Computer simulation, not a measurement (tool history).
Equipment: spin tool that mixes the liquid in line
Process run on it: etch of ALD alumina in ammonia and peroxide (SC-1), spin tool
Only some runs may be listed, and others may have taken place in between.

run,hour,temperature setpoint of the liquid (C),parts of 29 % ammonia solution to one part of 30 % peroxide (parts by volume),time under the liquid (s),thickness taken off the ALD alumina on a monitor wafer (angstrom)
1,0,58,0.4,55,70.431
2,9,61,0.4,55,82.341
3,12,61,0.3,55,80.967
4,16.7,57,0.3,55,65.213
5,20.9,54.5,0.3,55,57.408
6,25,52.5,0.3,55,51.544
7,27.5,51,0.3,55,47.154
8,32.7,50,0.3,55,44.679

Run 9 has not been measured yet. What should we expect?
9,39.3,49.5,0.3,55,?

For run 9 the tool returned thickness taken off the ALD alumina on a monitor wafer (angstrom) 43.423.
